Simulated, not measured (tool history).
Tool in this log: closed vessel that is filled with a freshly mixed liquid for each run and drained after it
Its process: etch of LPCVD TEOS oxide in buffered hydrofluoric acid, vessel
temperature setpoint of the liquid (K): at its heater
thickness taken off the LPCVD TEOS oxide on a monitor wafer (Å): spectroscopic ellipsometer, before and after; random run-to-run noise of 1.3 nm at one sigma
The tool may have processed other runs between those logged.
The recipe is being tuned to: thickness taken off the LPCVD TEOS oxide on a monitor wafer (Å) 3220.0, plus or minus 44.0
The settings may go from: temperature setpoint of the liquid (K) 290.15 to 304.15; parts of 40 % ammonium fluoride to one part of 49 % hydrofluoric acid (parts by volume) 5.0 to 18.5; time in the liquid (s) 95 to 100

| run | hour | temperature setpoint of the liquid (K) | parts of 40 % ammonium fluoride to one part of 49 % hydrofluoric acid (parts by volume) | time in the liquid (s) | thickness taken off the LPCVD TEOS oxide on a monitor wafer (Å) |
|---|---|---|---|---|---|
| 1 | 0.0 | 296.15 | 11.5 | 95 | 2859.6 |
| 2 | 2.2 | 296.15 | 14.5 | 95 | 2269.2 |
| 3 | 5.6 | 293.65 | 14.5 | 95 | 1992.2 |
| 4 | 7.3 | 293.65 | 14.5 | 95 | 1979.9 |
| 5 | 13.6 | 296.15 | 14.5 | 95 | 2280.8 |
| 6 | 21.2 | 296.15 | 14.5 | 100 | 2401.0 |
| 7 | 24.3 | 297.65 | 14.5 | 100 | 2613.7 |
| 8 | 26.0 | 297.65 | 14.5 | 100 | 2612.9 |
| 9 | 35.3 | 298.65 | 14.5 | 100 | 2747.1 |
| 10 | 42.0 | 299.65 | 14.5 | 100 | 2917.9 |
| 11 | 48.0 | 300.15 | 14.5 | 100 | 2983.3 |
| 12 | 54.3 | 300.65 | 14.5 | 100 | 3065.6 |
| 13 | 60.9 | 300.65 | 14.5 | 100 | 3064.4 |
| 14 | 62.7 | 301.15 | 14.5 | 100 | 3151.3 |

4 next moves are on the table. One of them brings every result within its allowed miss. Which?
| A | 64.5 | 302.15 | 14.5 | 100 | ? |
| B | 64.5 | 299.15 | 13.0 | 100 | ? |
| C | 64.5 | 300.15 | 13.5 | 100 | ? |
| D | 64.5 | 304.15 | 16.0 | 100 | ? |

| move | thickness taken off the LPCVD TEOS oxide on a monitor wafer (Å) |
|---|---|
| A | 3314.5 |
| B | 3142.7 |
| C | 3195.8 |
| D | 3343.6 |
A: the result that was furthest off in the last run now lies on the other side of its target
B: its largest miss is bigger than the last run's
C: all results in spec
D: the result that was furthest off in the last run now lies on the other side of its target
C meets every target.

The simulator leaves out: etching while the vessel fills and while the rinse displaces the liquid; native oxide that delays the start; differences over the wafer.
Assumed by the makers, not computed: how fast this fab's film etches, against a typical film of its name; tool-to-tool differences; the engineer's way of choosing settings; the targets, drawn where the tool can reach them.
